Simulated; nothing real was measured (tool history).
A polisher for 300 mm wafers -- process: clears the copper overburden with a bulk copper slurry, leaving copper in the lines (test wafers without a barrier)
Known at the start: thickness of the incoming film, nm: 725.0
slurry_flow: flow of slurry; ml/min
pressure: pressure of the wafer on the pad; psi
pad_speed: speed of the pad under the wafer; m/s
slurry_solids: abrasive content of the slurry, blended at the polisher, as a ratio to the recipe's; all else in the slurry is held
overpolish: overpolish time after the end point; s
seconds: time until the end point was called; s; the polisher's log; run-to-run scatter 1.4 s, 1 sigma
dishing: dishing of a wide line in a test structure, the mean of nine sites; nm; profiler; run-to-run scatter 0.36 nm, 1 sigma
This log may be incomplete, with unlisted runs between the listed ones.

run  hour  slurry_flow  pressure  pad_speed  slurry_solids  overpolish  seconds  dishing
  1     0          270       1.9        0.9              1          11   116.69   24.072
  2   6.8          295       1.9        0.9              1          11   119.49   23.388
  3  11.7          295       1.9        0.9            0.9          11   120.32   23.555
  4  12.5          295         2        0.9            0.9          11   114.55   23.314
  5  20.5          295         2        0.9            0.9          14   119.96   24.008
  6  22.6          300       2.1        0.9            0.9          13   110.08   24.742
  7  24.3          300       2.1        0.9            0.9          13   112.07   24.861

Run 8 is up next; what results do you expect?
  8  33.2          305       2.1        0.9            0.9          12        ?        ?

Run 8 gave seconds 109.68 s, dishing 24.524 nm.
